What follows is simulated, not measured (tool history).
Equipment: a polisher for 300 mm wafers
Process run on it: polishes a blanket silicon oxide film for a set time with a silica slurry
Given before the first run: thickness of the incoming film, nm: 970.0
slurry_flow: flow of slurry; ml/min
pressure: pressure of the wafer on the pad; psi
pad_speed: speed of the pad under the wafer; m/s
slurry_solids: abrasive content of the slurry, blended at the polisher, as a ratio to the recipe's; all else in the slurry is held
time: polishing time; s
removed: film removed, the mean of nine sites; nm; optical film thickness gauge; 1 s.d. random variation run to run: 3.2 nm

| run | hour | slurry_flow | pressure | pad_speed | slurry_solids | time | removed |
|---|---|---|---|---|---|---|---|
| 1 | 0 | 240 | 4.1 | 1.52 | 1 | 107 | 369.08 |
| 2 | 2.5 | 240 | 4.1 | 1.52 | 1 | 113 | 374.06 |
| 3 | 4.2 | 240 | 4 | 1.52 | 1 | 113 | 378.21 |
| 4 | 9.7 | 240 | 4 | 1.52 | 1 | 107 | 355.39 |
| 5 | 16.9 | 290 | 4 | 1.52 | 1 | 107 | 368.01 |
| 6 | 25.1 | 285 | 3.9 | 1.52 | 1 | 107 | 366.32 |
| 7 | 31.2 | 280 | 3.8 | 1.52 | 1 | 107 | 349.15 |

Run 8 comes next. What will it give?
| 8 | 36 | 255 | 2.8 | 1.5 | 1 | 107 | ? |

removed: 288.98 nm
